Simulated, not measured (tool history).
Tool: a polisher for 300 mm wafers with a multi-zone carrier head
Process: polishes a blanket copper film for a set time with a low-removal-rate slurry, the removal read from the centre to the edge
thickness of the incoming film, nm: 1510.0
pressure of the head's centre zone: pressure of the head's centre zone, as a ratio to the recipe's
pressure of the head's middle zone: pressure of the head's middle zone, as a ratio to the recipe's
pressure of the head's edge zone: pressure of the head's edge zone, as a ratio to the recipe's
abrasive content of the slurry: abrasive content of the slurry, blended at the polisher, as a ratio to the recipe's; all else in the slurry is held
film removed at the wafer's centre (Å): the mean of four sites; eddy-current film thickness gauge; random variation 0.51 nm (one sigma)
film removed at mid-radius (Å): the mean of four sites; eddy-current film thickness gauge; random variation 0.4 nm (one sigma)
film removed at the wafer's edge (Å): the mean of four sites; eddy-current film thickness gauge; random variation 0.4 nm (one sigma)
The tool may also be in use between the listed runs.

run,hour,flow of slurry (ml/min),pressure of the head's centre zone,pressure of the head's middle zone,pressure of the head's edge zone,abrasive content of the slurry,polishing time (s),film removed at the wafer's centre (Å),film removed at mid-radius (Å),film removed at the wafer's edge (Å)
1,0.0,180,1.00,1.00,1.00,1.0,35,926.84,919.45,943.25
2,0.6,180,1.00,1.00,0.94,1.0,35,919.48,944.90,924.39
3,1.5,175,1.00,0.97,0.92,0.9,32,823.69,806.54,810.24
4,5.7,170,0.98,0.95,0.90,0.8,30,725.23,715.06,726.29
5,13.2,170,0.98,0.95,0.90,1.0,30,763.32,757.89,753.02
6,20.6,170,0.98,0.99,0.90,1.0,30,751.03,779.54,762.44
7,28.8,165,0.97,0.97,0.88,0.9,29,719.02,729.88,711.93

The next listed run, before its measurement:
8,34.5,160,0.95,0.95,0.87,0.8,28,?,?,?

Run 8 gave film removed at the wafer's centre (Å) 643.03, film removed at mid-radius (Å) 654.99, film removed at the wafer's edge (Å) 654.94.

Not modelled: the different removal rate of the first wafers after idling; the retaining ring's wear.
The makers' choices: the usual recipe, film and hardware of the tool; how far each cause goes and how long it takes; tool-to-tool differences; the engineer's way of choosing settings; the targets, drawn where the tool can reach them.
